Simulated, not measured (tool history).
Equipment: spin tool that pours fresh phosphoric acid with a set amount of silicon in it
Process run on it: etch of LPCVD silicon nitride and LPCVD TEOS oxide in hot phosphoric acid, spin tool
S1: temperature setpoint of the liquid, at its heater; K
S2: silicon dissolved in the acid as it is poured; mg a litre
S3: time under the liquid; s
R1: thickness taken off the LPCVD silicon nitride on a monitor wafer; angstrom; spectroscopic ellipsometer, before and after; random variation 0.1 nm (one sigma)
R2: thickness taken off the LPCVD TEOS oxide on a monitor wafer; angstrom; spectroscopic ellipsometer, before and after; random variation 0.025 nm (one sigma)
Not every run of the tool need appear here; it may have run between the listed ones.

Run 1, hour 0: S1 433.15 K, S2 14 mg a litre, S3 180 s. Result: R1 156.26 angstrom, R2 4.9307 angstrom.
Run 2, hour 6.9: S1 432.65 K, S2 14.5 mg a litre, S3 170 s. Result: R1 147.64 angstrom, R2 4.1343 angstrom.
Run 3, hour 8.2: S1 434.65 K, S2 14.5 mg a litre, S3 170 s. Result: R1 158.09 angstrom, R2 4.6243 angstrom.
Run 4, hour 12.9: S1 433.65 K, S2 15 mg a litre, S3 160 s. Result: R1 143.43 angstrom, R2 4.1228 angstrom.
Run 5, hour 19.6: S1 433.65 K, S2 15 mg a litre, S3 95 s. Result: R1 84.292 angstrom, R2 2.4198 angstrom.
Run 6, hour 21.9: S1 433.65 K, S2 9.5 mg a litre, S3 95 s. Result: R1 86.8 angstrom, R2 2.9502 angstrom.

Run 7, settings as shown, results not yet in. Your forecast:
Run 7, hour 26.9: S1 434.15 K, S2 11.5 mg a litre, S3 100 s. Result: R1 ?, R2 ?.

Logged for run 7: R1 90.071 angstrom, R2 3.1328 angstrom.

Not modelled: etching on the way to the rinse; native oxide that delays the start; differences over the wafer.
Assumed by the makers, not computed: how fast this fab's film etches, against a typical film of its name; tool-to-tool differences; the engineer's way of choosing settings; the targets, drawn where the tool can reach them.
